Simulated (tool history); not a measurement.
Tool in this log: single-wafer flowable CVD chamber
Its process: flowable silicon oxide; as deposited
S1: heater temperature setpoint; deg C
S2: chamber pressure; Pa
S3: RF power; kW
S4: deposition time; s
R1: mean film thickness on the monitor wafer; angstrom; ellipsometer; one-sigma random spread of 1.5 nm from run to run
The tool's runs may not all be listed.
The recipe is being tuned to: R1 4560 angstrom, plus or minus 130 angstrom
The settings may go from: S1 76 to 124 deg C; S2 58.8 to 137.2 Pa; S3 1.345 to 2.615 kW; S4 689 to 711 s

run  hour   S1     S2    S3   S4      R1
  1     0  100     98  1.98  689  3820.3
  2   1.2   99     98  1.98  689  3950.2
  3   4.8   98     98  1.98  689  4043.6
  4  13.8   97     98  1.98  689  4189.2
  5  19.1   89     98  1.98  689  5279.6
  6  19.9   89    108  1.98  689    5816
  7    22   91  107.9  1.98  689    5453
  8  29.4   93  107.7  1.98  689  5134.3
  9    38   94  107.7  1.98  689  5008.6
 10  44.1   95  107.7  1.98  689  4862.6
 11  49.4   96  107.7  1.98  689  4711.4

Which one of the following 5 next-run settings gets every result inside its allowed miss? There is exactly one.
  A  54.7   97  115.2   2.13  689   ?
  B  54.7   98  119.7  1.865  691   ?
  C  54.7  103  126.4   2.26  711   ?
  D  54.7   95  102.5   1.87  692   ?
  E  54.7   94  104.3   1.77  711   ?

move      R1
   A  4956.8
   B  4849.3
   C  4750.2
   D  4556.5
   E  4810.6
A: its largest miss is bigger than the last run's
B: its largest miss is bigger than the last run's
C: its largest miss is bigger than the last run's
D: every result within its allowed miss
E: its largest miss is bigger than the last run's
D meets every target.
